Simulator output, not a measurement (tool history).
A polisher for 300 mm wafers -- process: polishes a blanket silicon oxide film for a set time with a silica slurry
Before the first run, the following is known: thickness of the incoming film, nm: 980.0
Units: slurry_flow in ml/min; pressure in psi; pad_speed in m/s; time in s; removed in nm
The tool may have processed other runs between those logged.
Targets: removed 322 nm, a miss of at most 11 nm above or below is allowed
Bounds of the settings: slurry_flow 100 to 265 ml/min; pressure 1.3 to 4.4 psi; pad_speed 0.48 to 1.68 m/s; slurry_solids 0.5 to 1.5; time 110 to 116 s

run,hour,slurry_flow,pressure,pad_speed,slurry_solids,time,removed
1,0,170,2.8,1.08,1,110,232.84
2,3.6,135,2.8,1.08,1,110,224.74
3,5.4,160,2.8,1.08,1,110,234.53
4,6.4,185,2.8,1.08,1,110,238.5
5,7.4,190,2.9,1.08,1,110,247.05
6,8.1,190,3.4,1.08,1,110,293.69
7,10.7,195,3.4,1.08,1,110,289.53
8,12.8,195,3.5,1.08,1,110,301.65
9,19.1,205,3.6,1.08,1,110,309.58

Which single option among these 4 for the next run brings every result within its allowed miss of target? Just one does.
A,25.4,235,3.8,0.88,1.3,110,?
B,25.4,170,3.4,1.26,0.9,112,?
C,25.4,210,3.2,1.04,1.1,114,?
D,25.4,180,3.5,1.14,0.85,110,?

move,removed
A,306.3
B,321.91
C,288.92
D,298.43
A: misses by more than the last run did
B: hits every target within its allowed miss
C: misses by more than the last run did
D: misses by more than the last run did
The move that meets every target is B.

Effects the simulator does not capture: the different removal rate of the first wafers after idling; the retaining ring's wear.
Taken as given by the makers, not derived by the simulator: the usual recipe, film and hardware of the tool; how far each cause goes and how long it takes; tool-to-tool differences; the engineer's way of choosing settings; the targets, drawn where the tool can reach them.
